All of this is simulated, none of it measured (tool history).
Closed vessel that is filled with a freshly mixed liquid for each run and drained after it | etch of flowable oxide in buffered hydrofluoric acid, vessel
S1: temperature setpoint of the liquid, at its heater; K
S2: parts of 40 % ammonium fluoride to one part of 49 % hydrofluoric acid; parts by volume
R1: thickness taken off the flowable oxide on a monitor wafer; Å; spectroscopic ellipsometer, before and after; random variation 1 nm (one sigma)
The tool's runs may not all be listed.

run 1 hour=0.0 | S1=293.15 S2=19.0 time_in_the_liquid_(s)=90 | R1=1968.2
run 2 hour=1.4 | S1=295.15 S2=19.0 time_in_the_liquid_(s)=90 | R1=2183.8
run 3 hour=4.4 | S1=295.15 S2=19.0 time_in_the_liquid_(s)=90 | R1=2202.9
run 4 hour=10.4 | S1=295.15 S2=23.5 time_in_the_liquid_(s)=90 | R1=1852.0
run 5 hour=15.7 | S1=295.15 S2=23.5 time_in_the_liquid_(s)=90 | R1=1880.9
run 6 hour=24.2 | S1=295.15 S2=21.5 time_in_the_liquid_(s)=90 | R1=1974.4
run 7 hour=30.1 | S1=293.65 S2=21.5 time_in_the_liquid_(s)=90 | R1=1837.4

The next listed run, before its measurement:
run 8 hour=38.9 | S1=290.15 S2=21.5 time_in_the_liquid_(s)=90 | R1=?

Run 8 gave R1 1516.9 Å.

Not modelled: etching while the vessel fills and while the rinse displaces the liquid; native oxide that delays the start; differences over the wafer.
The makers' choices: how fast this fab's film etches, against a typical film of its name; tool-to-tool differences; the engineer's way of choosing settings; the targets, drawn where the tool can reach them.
